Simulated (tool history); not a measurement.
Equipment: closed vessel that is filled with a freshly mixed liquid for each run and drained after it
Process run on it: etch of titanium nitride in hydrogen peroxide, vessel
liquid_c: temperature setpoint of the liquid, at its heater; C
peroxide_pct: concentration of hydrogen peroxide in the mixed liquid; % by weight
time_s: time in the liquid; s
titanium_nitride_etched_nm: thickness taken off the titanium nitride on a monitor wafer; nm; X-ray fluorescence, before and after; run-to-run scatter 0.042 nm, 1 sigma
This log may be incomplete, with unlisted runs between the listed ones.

run,hour,liquid_c,peroxide_pct,time_s,titanium_nitride_etched_nm
1,0,45,21.5,300,17.933
2,1.2,42,21.5,300,14.353
3,4.5,41.5,21.5,300,13.82
4,7.6,41,21.5,300,13.26
5,14.9,41,25,300,13.745
6,20.8,41,25,220,10.01

Predict the results of run 7:
7,22.2,41,25,220,?

titanium_nitride_etched_nm: 10.09 nm
